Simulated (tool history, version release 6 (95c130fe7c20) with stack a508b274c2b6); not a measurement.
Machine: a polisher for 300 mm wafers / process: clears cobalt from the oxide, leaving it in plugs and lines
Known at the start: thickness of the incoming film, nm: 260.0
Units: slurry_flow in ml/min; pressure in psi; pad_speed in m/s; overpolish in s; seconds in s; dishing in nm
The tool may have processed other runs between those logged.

run,day,slurry_flow,pressure,pad_speed,overpolish,seconds,dishing
1,0.000,175,2.2,1.26,20,31.817,80.140
2,0.058,205,2.2,1.26,20,30.597,81.236
3,0.329,205,2.2,1.26,15,30.200,73.314
4,0.350,205,2.2,1.26,23,30.342,86.007
5,0.592,220,2.1,1.26,19,31.130,80.210
6,0.683,190,2.4,1.12,16,31.342,73.293
7,1.050,170,2.6,0.98,14,34.482,67.249
8,1.179,155,2.8,0.90,12,35.081,59.245

Expected results for the next run?
9,1.229,145,3.0,0.84,11,?,?

{"run 9": {"seconds": 35.289, "dishing": 57.652}}

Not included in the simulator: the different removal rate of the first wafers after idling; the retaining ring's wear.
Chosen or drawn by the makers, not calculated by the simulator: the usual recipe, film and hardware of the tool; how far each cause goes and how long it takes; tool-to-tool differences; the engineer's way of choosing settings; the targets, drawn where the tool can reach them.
